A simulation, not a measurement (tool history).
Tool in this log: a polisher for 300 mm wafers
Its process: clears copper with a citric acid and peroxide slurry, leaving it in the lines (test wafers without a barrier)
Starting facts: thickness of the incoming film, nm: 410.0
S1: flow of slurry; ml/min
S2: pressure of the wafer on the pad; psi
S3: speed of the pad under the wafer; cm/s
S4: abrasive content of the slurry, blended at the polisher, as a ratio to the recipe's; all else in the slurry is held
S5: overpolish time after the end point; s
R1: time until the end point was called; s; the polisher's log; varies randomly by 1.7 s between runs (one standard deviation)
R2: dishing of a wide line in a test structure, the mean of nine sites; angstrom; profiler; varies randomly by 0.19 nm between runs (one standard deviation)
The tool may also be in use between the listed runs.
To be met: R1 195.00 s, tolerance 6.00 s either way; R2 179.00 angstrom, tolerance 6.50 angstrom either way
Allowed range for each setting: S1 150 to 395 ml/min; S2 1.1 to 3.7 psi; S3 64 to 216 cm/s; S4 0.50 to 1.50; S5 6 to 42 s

run 1 hour=0.0 | S1=250 S2=2.4 S3=140 S4=1.00 S5=21 | R1=124.75 R2=290.95
run 2 hour=1.9 | S1=250 S2=2.2 S3=140 S4=1.00 S5=20 | R1=137.31 R2=270.98
run 3 hour=2.8 | S1=250 S2=2.1 S3=140 S4=1.00 S5=18 | R1=143.84 R2=250.18
run 4 hour=4.3 | S1=250 S2=2.0 S3=140 S4=1.00 S5=17 | R1=150.34 R2=224.84
run 5 hour=9.5 | S1=250 S2=1.9 S3=140 S4=1.00 S5=17 | R1=155.10 R2=217.45
run 6 hour=15.6 | S1=245 S2=1.8 S3=140 S4=1.00 S5=17 | R1=164.55 R2=213.56
run 7 hour=19.9 | S1=245 S2=1.7 S3=140 S4=1.00 S5=17 | R1=173.35 R2=204.77
run 8 hour=26.9 | S1=240 S2=1.4 S3=140 S4=1.00 S5=15 | R1=204.88 R2=162.10

Exercise: of the 4 proposed moves below, exactly one satisfies all targets within the stated allowed misses. Which move is it?
run A hour=33.9 | S1=240 S2=1.6 S3=134 S4=0.90 S5=15 | R1=? R2=?
run B hour=33.9 | S1=285 S2=1.3 S3=158 S4=1.10 S5=17 | R1=? R2=?
run C hour=33.9 | S1=225 S2=1.4 S3=138 S4=0.95 S5=14 | R1=? R2=?
run D hour=33.9 | S1=210 S2=1.4 S3=154 S4=0.95 S5=16 | R1=? R2=?

move=A R1=197.42 R2=166.40
move=B R1=187.39 R2=188.08
move=C R1=214.35 R2=147.05
move=D R1=194.82 R2=175.43
A: an improvement on the last run, though not all results are within tolerance
B: takes the result that was furthest off past its target
C: its largest miss is bigger than the last run's
D: hits every target within its allowed miss
D is the move that brings every result within its allowed miss.

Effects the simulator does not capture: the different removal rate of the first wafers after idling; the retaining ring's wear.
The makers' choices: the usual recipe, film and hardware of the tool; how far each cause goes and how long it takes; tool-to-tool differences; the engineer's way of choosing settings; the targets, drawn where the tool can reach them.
